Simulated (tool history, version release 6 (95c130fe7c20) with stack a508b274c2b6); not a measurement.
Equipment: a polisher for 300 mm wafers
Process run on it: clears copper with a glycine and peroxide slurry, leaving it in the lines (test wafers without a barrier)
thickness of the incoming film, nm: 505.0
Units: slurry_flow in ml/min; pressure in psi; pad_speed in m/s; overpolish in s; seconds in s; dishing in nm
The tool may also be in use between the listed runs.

run,hour,slurry_flow,pressure,pad_speed,overpolish,seconds,dishing
1,0,300,3.4,0.88,16,103.02,51.329
2,8.7,240,3.4,0.88,16,98.694,52.743
3,11.7,310,3.4,0.88,16,100.04,51.983
4,15.9,255,3.4,0.88,16,103.74,52.751
5,17.5,255,3.8,0.88,16,94.964,55.245
6,22.9,255,3.6,0.88,16,98.826,53.186
7,28.6,255,3.5,0.88,16,101.93,51.982
8,31.7,255,3.4,0.88,16,104.42,51.853

Predict the results of run 9:
9,38.2,255,3.3,0.88,16,?,?

{"run 9": {"seconds": 106.99, "dishing": 50.571}}

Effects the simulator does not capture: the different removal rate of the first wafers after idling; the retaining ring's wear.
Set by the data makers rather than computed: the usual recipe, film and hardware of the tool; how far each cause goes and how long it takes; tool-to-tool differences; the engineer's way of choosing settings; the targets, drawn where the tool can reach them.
